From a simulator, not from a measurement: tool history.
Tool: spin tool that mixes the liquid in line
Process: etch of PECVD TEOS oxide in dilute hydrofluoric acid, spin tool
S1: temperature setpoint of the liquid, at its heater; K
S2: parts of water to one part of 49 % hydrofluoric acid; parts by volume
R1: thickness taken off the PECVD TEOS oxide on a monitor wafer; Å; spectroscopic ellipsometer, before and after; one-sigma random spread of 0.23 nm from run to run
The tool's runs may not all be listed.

run 1 hour=0.0 | S1=296.15 S2=145 time_under_the_liquid_(s)=275 | R1=512.88
run 2 hour=5.3 | S1=296.15 S2=100 time_under_the_liquid_(s)=275 | R1=776.32
run 3 hour=13.7 | S1=296.15 S2=145 time_under_the_liquid_(s)=275 | R1=507.52
run 4 hour=17.3 | S1=295.15 S2=145 time_under_the_liquid_(s)=275 | R1=491.70
run 5 hour=26.3 | S1=298.15 S2=145 time_under_the_liquid_(s)=275 | R1=556.15
run 6 hour=33.0 | S1=298.15 S2=115 time_under_the_liquid_(s)=275 | R1=721.96
run 7 hour=38.1 | S1=294.15 S2=165 time_under_the_liquid_(s)=275 | R1=404.53
run 8 hour=46.4 | S1=293.65 S2=165 time_under_the_liquid_(s)=275 | R1=398.82

Predict the results of run 9:
run 9 hour=51.4 | S1=293.15 S2=165 time_under_the_liquid_(s)=275 | R1=?

{"run 9": {"R1": 390.54}}

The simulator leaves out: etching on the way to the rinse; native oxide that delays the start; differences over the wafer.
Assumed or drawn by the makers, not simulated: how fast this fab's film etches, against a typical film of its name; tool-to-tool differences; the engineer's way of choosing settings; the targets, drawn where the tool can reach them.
